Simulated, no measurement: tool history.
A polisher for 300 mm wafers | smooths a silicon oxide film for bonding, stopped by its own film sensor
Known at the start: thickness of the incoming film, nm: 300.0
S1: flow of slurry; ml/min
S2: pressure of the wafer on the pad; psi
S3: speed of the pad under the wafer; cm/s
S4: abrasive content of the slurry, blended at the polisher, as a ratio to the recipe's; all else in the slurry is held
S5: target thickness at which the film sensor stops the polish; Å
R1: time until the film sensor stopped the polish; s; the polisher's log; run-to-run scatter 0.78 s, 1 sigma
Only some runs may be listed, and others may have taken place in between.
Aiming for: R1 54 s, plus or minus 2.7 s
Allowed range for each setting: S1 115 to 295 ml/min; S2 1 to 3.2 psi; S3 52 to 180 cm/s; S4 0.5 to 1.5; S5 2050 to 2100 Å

run 1 day=0 | S1=190 S2=2.1 S3=116 S4=1 S5=2100 | R1=82.776
run 2 day=0.258 | S1=190 S2=2.3 S3=118 S4=1 S5=2100 | R1=76.617
run 3 day=0.533 | S1=190 S2=2.5 S3=120 S4=1 S5=2100 | R1=66.772
run 4 day=0.746 | S1=190 S2=2.5 S3=102 S4=1 S5=2100 | R1=76.378
run 5 day=0.817 | S1=190 S2=2.5 S3=102 S4=1 S5=2100 | R1=74.724
run 6 day=0.967 | S1=225 S2=2.5 S3=102 S4=1 S5=2100 | R1=75.529
run 7 day=1.125 | S1=225 S2=2.7 S3=104 S4=1 S5=2100 | R1=66.868
run 8 day=1.354 | S1=225 S2=2.8 S3=104 S4=1 S5=2100 | R1=65.245

Which of these 5 next moves meets every target?
run A day=1.583 | S1=230 S2=2.5 S3=108 S4=1.35 S5=2050 | R1=?
run B day=1.583 | S1=270 S2=2.9 S3=122 S4=1.15 S5=2070 | R1=?
run C day=1.583 | S1=160 S2=3.2 S3=74 S4=0.95 S5=2070 | R1=?
run D day=1.583 | S1=210 S2=2.6 S3=100 S4=1.05 S5=2050 | R1=?
run E day=1.583 | S1=270 S2=2.6 S3=86 S4=1.25 S5=2100 | R1=?

move=A R1=68.173
move=B R1=55.513
move=C R1=79.121
move=D R1=76.241
move=E R1=72.158
A: the biggest miss grows against the last run
B: every result within its allowed miss
C: the biggest miss grows against the last run
D: the biggest miss grows against the last run
E: the biggest miss grows against the last run
Correct choice: B, which meets every target
